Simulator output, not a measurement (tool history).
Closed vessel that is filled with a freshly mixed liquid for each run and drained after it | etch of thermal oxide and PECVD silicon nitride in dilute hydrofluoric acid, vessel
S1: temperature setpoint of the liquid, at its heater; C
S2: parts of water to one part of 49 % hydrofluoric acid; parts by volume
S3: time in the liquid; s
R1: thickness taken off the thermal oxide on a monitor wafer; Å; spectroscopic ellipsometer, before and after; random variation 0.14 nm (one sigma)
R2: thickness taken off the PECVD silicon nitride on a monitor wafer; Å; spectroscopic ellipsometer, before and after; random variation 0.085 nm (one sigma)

run	hour	S1	S2	S3	R1	R2
1	0.0	24.0	75	475	334.68	148.42
2	8.8	24.0	80	480	312.32	140.69
3	9.8	24.0	80	485	318.06	142.92
4	14.1	24.0	100	485	248.07	116.12
5	17.6	26.5	100	485	274.32	134.67
6	21.9	29.0	100	485	300.63	159.44
7	26.8	28.5	100	485	295.06	153.07
8	34.6	28.0	100	485	289.25	146.94
9	35.4	27.5	100	485	280.38	144.13
10	38.9	27.0	100	485	275.83	138.97
11	40.6	26.5	100	485	269.85	135.32
12	45.4	26.0	100	485	268.98	129.94
13	54.2	25.0	105	485	242.18	117.77

Forecast run 14:
14	62.8	24.0	100	480	?	?

{"run 14": {"R1": 245.19, "R2": 114.26}}
